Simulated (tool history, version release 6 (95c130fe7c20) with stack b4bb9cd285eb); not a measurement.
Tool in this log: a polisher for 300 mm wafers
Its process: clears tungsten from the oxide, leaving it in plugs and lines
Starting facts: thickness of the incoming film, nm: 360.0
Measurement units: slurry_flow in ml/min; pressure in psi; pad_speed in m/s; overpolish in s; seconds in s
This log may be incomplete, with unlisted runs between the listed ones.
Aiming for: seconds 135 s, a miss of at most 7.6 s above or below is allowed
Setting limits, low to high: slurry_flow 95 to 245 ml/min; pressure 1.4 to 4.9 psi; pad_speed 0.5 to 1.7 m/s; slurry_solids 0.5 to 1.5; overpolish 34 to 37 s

run	hour	slurry_flow	pressure	pad_speed	slurry_solids	overpolish	seconds
1	0	155	3.1	1.1	1	34	90.944
2	8.8	155	2.9	1.1	1	34	97.436
3	15.9	155	2.9	1.1	1.2	34	95.318
4	23.7	155	2.9	1.2	1.2	34	87.377
5	31.8	155	3.2	1.2	1.2	34	77.4
6	38.6	155	3.2	1.2	1.2	34	77.5
7	45.1	155	2.3	1.12	1.2	34	109.47
8	49.2	155	2.2	1.12	1.2	34	116.65
9	55.5	155	2.1	1.12	1.2	34	122.41

Next run, 4 choices. One meets every target within its allowed miss, the rest don't. Which?
A	61.8	155	2.2	1.18	1.15	34	?
B	61.8	95	2.8	0.8	1.45	37	?
C	61.8	125	2.7	1.18	1.15	34	?
D	61.8	170	2.2	1.2	1.05	34	?

move	seconds
A	113.41
B	139.02
C	97.95
D	112.23
A: the biggest miss grows against the last run
B: all results in spec
C: the biggest miss grows against the last run
D: the biggest miss grows against the last run
B is the move that brings every result within its allowed miss.
